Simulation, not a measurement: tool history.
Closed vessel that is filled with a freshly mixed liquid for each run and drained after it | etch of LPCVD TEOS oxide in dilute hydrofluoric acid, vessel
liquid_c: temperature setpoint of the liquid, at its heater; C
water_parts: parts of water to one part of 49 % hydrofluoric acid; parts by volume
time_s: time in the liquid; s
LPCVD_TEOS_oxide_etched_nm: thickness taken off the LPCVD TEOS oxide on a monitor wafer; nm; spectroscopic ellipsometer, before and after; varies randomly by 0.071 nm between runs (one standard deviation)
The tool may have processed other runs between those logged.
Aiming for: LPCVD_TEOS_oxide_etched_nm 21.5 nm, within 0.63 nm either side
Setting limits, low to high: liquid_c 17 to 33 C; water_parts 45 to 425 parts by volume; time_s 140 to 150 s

run 1 hour=0 | liquid_c=25 water_parts=235 time_s=140 | LPCVD_TEOS_oxide_etched_nm=30.147
run 2 hour=8.9 | liquid_c=25 water_parts=160 time_s=140 | LPCVD_TEOS_oxide_etched_nm=47.903
run 3 hour=11.2 | liquid_c=23.5 water_parts=160 time_s=140 | LPCVD_TEOS_oxide_etched_nm=45.06
run 4 hour=13.6 | liquid_c=23.5 water_parts=225 time_s=140 | LPCVD_TEOS_oxide_etched_nm=30.191
run 5 hour=22.5 | liquid_c=23.5 water_parts=225 time_s=150 | LPCVD_TEOS_oxide_etched_nm=32.345
run 6 hour=27.6 | liquid_c=23.5 water_parts=225 time_s=140 | LPCVD_TEOS_oxide_etched_nm=30.22
run 7 hour=30.9 | liquid_c=22.5 water_parts=230 time_s=140 | LPCVD_TEOS_oxide_etched_nm=28.305
-- hour=38.7 hydrofluoric acid flow meter replaced
run 8 hour=38.7 | liquid_c=21.5 water_parts=235 time_s=140 | LPCVD_TEOS_oxide_etched_nm=24.7
run 9 hour=39.3 | liquid_c=21 water_parts=235 time_s=140 | LPCVD_TEOS_oxide_etched_nm=24.175
run 10 hour=44.3 | liquid_c=20.5 water_parts=235 time_s=140 | LPCVD_TEOS_oxide_etched_nm=23.603
run 11 hour=50.7 | liquid_c=20 water_parts=235 time_s=140 | LPCVD_TEOS_oxide_etched_nm=23.307
run 12 hour=56.9 | liquid_c=19.5 water_parts=235 time_s=140 | LPCVD_TEOS_oxide_etched_nm=22.825
run 13 hour=65.9 | liquid_c=19 water_parts=235 time_s=140 | LPCVD_TEOS_oxide_etched_nm=22.22

4 candidate next runs follow, results not yet known. Just one meets every target within its allowed miss. Identify it.
run A hour=74.9 | liquid_c=18 water_parts=235 time_s=150 | LPCVD_TEOS_oxide_etched_nm=?
run B hour=74.9 | liquid_c=19.5 water_parts=245 time_s=140 | LPCVD_TEOS_oxide_etched_nm=?
run C hour=74.9 | liquid_c=17 water_parts=210 time_s=140 | LPCVD_TEOS_oxide_etched_nm=?
run D hour=74.9 | liquid_c=20.5 water_parts=240 time_s=140 | LPCVD_TEOS_oxide_etched_nm=?

move=A LPCVD_TEOS_oxide_etched_nm=23.017
move=B LPCVD_TEOS_oxide_etched_nm=21.625
move=C LPCVD_TEOS_oxide_etched_nm=23.645
move=D LPCVD_TEOS_oxide_etched_nm=23.031
A: its largest miss is bigger than the last run's
B: all results land within tolerance of their targets
C: its largest miss is bigger than the last run's
D: its largest miss is bigger than the last run's
B is the move that brings every result within its allowed miss.

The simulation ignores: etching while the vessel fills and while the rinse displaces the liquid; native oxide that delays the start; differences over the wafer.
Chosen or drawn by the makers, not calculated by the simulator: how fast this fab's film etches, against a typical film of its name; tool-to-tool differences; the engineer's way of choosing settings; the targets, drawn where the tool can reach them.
